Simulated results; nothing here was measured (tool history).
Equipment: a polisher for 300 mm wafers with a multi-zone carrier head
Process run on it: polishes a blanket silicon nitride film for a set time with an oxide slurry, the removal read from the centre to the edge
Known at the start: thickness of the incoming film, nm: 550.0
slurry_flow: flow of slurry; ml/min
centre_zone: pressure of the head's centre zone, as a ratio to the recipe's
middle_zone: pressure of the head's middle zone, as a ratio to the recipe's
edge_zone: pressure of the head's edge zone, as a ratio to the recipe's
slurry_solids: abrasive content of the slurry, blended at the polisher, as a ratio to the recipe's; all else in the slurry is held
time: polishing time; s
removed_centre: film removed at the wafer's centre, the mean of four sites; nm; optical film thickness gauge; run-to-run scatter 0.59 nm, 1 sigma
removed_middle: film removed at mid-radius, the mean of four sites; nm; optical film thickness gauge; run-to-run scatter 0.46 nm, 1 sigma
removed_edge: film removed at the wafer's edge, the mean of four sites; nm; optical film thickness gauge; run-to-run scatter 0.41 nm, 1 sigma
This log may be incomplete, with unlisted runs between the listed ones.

Run 1, hour 0: slurry_flow 265 ml/min, centre_zone 1, middle_zone 1, edge_zone 1, slurry_solids 1, time 50 s. Result: removed_centre 39.219 nm, removed_middle 39.603 nm, removed_edge 40.302 nm.
Run 2, hour 5.1: slurry_flow 270 ml/min, centre_zone 1.01, middle_zone 1, edge_zone 1.02, slurry_solids 1.05, time 50 s. Result: removed_centre 42.052 nm, removed_middle 41.234 nm, removed_edge 41.804 nm.
Run 3, hour 9.7: slurry_flow 270 ml/min, centre_zone 1.01, middle_zone 1, edge_zone 1.02, slurry_solids 1.05, time 37 s. Result: removed_centre 30.158 nm, removed_middle 30.428 nm, removed_edge 31.189 nm.
Run 4, hour 18.4: slurry_flow 270 ml/min, centre_zone 1.01, middle_zone 1, edge_zone 1.04, slurry_solids 1.1, time 39 s. Result: removed_centre 33.081 nm, removed_middle 32.626 nm, removed_edge 33.946 nm.
Run 5, hour 21: slurry_flow 270 ml/min, centre_zone 1.01, middle_zone 1, edge_zone 1.04, slurry_solids 1, time 39 s. Result: removed_centre 31.19 nm, removed_middle 31.429 nm, removed_edge 32.344 nm.
Run 6, hour 22.6: slurry_flow 270 ml/min, centre_zone 0.97, middle_zone 1, edge_zone 1.04, slurry_solids 1, time 39 s. Result: removed_centre 29.468 nm, removed_middle 30.923 nm, removed_edge 32.18 nm.
Run 7, hour 23.7: slurry_flow 310 ml/min, centre_zone 1.07, middle_zone 1.02, edge_zone 1.14, slurry_solids 1.25, time 53 s. Result: removed_centre 50.604 nm, removed_middle 48.589 nm, removed_edge 51.649 nm.
Run 8, hour 27: slurry_flow 310 ml/min, centre_zone 1.08, middle_zone 1.02, edge_zone 1.14, slurry_solids 1.3, time 53 s. Result: removed_centre 51.482 nm, removed_middle 49.102 nm, removed_edge 52.624 nm.
Run 9, hour 31: slurry_flow 315 ml/min, centre_zone 1.09, middle_zone 1.02, edge_zone 1.14, slurry_solids 1.3, time 53 s. Result: removed_centre 52.675 nm, removed_middle 48.909 nm, removed_edge 52.208 nm.
Run 10, hour 34.9: slurry_flow 325 ml/min, centre_zone 1.11, middle_zone 1.04, edge_zone 1.17, slurry_solids 1.4, time 54 s. Result: removed_centre 56.18 nm, removed_middle 52.925 nm, removed_edge 54.556 nm.

Expected results for the next run?
Run 11, hour 41.7: slurry_flow 335 ml/min, centre_zone 1.1, middle_zone 0.99, edge_zone 1.19, slurry_solids 1.5, time 56 s. Result: removed_centre ?, removed_middle ?, removed_edge ?.

removed_centre: 59.65 nm
removed_middle: 54.036 nm
removed_edge: 60.41 nm
